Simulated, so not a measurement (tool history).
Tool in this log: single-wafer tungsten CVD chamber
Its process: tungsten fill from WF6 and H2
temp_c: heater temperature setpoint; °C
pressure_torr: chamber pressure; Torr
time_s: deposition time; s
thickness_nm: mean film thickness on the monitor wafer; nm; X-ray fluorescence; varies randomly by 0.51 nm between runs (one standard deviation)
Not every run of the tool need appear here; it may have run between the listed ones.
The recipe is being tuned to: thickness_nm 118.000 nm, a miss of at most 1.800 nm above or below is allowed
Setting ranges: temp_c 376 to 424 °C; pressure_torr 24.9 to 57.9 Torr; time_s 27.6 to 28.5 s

Run 1, hour 0.0: temp_c 400 °C, pressure_torr 41.4 Torr, time_s 27.6 s. Result: thickness_nm 79.384 nm.
Run 2, hour 3.0: temp_c 400 °C, pressure_torr 46.9 Torr, time_s 27.6 s. Result: thickness_nm 84.054 nm.
Run 3, hour 6.1: temp_c 405 °C, pressure_torr 47.0 Torr, time_s 27.6 s. Result: thickness_nm 90.978 nm.
Run 4, hour 13.8: temp_c 405 °C, pressure_torr 52.1 Torr, time_s 27.6 s. Result: thickness_nm 95.065 nm.
Run 5, hour 22.2: temp_c 409 °C, pressure_torr 52.2 Torr, time_s 27.6 s. Result: thickness_nm 101.250 nm.
Run 6, hour 23.9: temp_c 412 °C, pressure_torr 52.3 Torr, time_s 27.6 s. Result: thickness_nm 106.630 nm.
Run 7, hour 29.0: temp_c 414 °C, pressure_torr 52.4 Torr, time_s 27.6 s. Result: thickness_nm 110.220 nm.
Run 8, hour 36.9: temp_c 415 °C, pressure_torr 52.4 Torr, time_s 27.6 s. Result: thickness_nm 112.240 nm.
Run 9, hour 44.4: temp_c 416 °C, pressure_torr 52.4 Torr, time_s 27.6 s. Result: thickness_nm 112.350 nm.
Run 10, hour 51.8: temp_c 417 °C, pressure_torr 52.4 Torr, time_s 27.6 s. Result: thickness_nm 115.630 nm.

Of the 4 settings listed for the next run, only one would bring every result within its allowed miss of target. Which one?
Run A, hour 59.2: temp_c 411 °C, pressure_torr 57.9 Torr, time_s 28.5 s. Result: thickness_nm ?.
Run B, hour 59.2: temp_c 419 °C, pressure_torr 48.5 Torr, time_s 28.2 s. Result: thickness_nm ?.
Run C, hour 59.2: temp_c 417 °C, pressure_torr 50.8 Torr, time_s 27.6 s. Result: thickness_nm ?.
Run D, hour 59.2: temp_c 416 °C, pressure_torr 52.2 Torr, time_s 27.6 s. Result: thickness_nm ?.

move  thickness_nm
   A       113.200
   B       117.840
   C       114.010
   D       113.540
A: further off than the last run
B: all results in spec
C: further off than the last run
D: further off than the last run
B is the move that brings every result within its allowed miss.
